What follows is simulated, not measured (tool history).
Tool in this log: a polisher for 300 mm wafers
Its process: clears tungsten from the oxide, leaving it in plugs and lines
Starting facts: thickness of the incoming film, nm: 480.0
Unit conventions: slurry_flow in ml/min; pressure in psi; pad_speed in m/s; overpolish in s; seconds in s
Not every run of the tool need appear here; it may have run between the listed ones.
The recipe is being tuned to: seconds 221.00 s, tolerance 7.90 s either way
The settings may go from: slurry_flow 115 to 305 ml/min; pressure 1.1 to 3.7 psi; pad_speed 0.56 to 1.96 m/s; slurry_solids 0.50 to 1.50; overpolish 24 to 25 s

Run 1, hour 0.0: slurry_flow 195 ml/min, pressure 2.4 psi, pad_speed 1.26 m/s, slurry_solids 1.00, overpolish 24 s. Result: seconds 122.18 s.
Run 2, hour 2.2: slurry_flow 195 ml/min, pressure 2.3 psi, pad_speed 1.26 m/s, slurry_solids 1.00, overpolish 24 s. Result: seconds 128.41 s.
Run 3, hour 10.1: slurry_flow 195 ml/min, pressure 2.3 psi, pad_speed 1.26 m/s, slurry_solids 1.15, overpolish 24 s. Result: seconds 124.66 s.
Run 4, hour 11.7: slurry_flow 165 ml/min, pressure 2.3 psi, pad_speed 1.26 m/s, slurry_solids 1.15, overpolish 24 s. Result: seconds 127.07 s.
Run 5, hour 17.5: slurry_flow 165 ml/min, pressure 2.3 psi, pad_speed 0.98 m/s, slurry_solids 1.15, overpolish 24 s. Result: seconds 151.91 s.
Run 6, hour 21.1: slurry_flow 165 ml/min, pressure 2.2 psi, pad_speed 0.98 m/s, slurry_solids 1.15, overpolish 24 s. Result: seconds 158.89 s.
Run 7, hour 23.1: slurry_flow 165 ml/min, pressure 2.1 psi, pad_speed 0.98 m/s, slurry_solids 1.15, overpolish 24 s. Result: seconds 168.01 s.
Run 8, hour 31.1: slurry_flow 165 ml/min, pressure 2.0 psi, pad_speed 0.98 m/s, slurry_solids 1.15, overpolish 24 s. Result: seconds 172.85 s.
Run 9, hour 32.0: slurry_flow 165 ml/min, pressure 1.9 psi, pad_speed 0.98 m/s, slurry_solids 1.15, overpolish 24 s. Result: seconds 183.00 s.
Run 10, hour 38.0: slurry_flow 165 ml/min, pressure 1.7 psi, pad_speed 0.98 m/s, slurry_solids 1.15, overpolish 24 s. Result: seconds 200.75 s.

Consider the 4 candidate settings below. Which is the only one whose results all fall within their allowed miss of target?
Run A, hour 44.0: slurry_flow 115 ml/min, pressure 1.5 psi, pad_speed 1.14 m/s, slurry_solids 1.20, overpolish 25 s. Result: seconds ?.
Run B, hour 44.0: slurry_flow 185 ml/min, pressure 1.8 psi, pad_speed 1.10 m/s, slurry_solids 1.15, overpolish 24 s. Result: seconds ?.
Run C, hour 44.0: slurry_flow 220 ml/min, pressure 2.0 psi, pad_speed 0.86 m/s, slurry_solids 1.10, overpolish 24 s. Result: seconds ?.
Run D, hour 44.0: slurry_flow 165 ml/min, pressure 1.9 psi, pad_speed 1.00 m/s, slurry_solids 1.10, overpolish 24 s. Result: seconds ?.

move  seconds
   A   216.39
   B   172.94
   C   181.91
   D   180.05
A: every result within its allowed miss
B: its largest miss is bigger than the last run's
C: its largest miss is bigger than the last run's
D: its largest miss is bigger than the last run's
The right move is A.
